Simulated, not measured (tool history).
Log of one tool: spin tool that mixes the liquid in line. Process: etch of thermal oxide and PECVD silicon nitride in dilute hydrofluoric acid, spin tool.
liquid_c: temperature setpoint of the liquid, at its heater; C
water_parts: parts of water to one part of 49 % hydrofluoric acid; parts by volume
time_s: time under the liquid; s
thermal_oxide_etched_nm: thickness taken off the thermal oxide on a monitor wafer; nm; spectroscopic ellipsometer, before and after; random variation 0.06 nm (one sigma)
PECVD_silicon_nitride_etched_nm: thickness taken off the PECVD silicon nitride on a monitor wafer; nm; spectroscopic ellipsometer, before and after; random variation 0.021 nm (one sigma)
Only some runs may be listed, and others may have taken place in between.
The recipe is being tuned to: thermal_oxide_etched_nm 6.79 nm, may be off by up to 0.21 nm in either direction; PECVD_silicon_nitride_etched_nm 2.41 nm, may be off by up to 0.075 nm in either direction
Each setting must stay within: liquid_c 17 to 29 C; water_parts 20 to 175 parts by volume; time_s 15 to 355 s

run,hour,liquid_c,water_parts,time_s,thermal_oxide_etched_nm,PECVD_silicon_nitride_etched_nm
1,0,21,95,180,8.8635,2.7815
2,7,22.5,95,180,9.3223,3.0456
3,11,22.5,95,135,7.137,2.2817
4,17.8,23,100,135,6.719,2.2952
5,19.7,23,100,195,9.7426,3.2473
6,22.6,23,105,200,9.5356,3.1415
7,26.4,23.5,110,200,9.3387,3.1589
8,29.5,23.5,115,200,8.7711,3.0044
9,31.1,23.5,120,200,8.3363,2.8853
10,32.7,23.5,125,200,7.9094,2.8227
11,38.1,23,125,200,7.7334,2.6723
12,40.3,23,125,200,7.8574,2.6407
13,46,24,145,210,7.1878,2.5866
14,49.1,23.5,145,210,7.0299,2.523

Consider the 4 candidate settings below. Which is the only one whose results all fall within their allowed miss of target?
A,52.2,23.5,140,195,?,?
B,52.2,19,135,245,?,?
C,52.2,27.5,135,155,?,?
D,52.2,25,150,205,?,?

move,thermal_oxide_etched_nm,PECVD_silicon_nitride_etched_nm
A,6.7314,2.4053
B,7.3936,2.3296
C,6.489,2.5552
D,6.9082,2.5985
A: every result within its allowed miss
B: pushes the last run's worst result past its target
C: lands further from the targets than the last run did
D: lands further from the targets than the last run did
The right move is A.
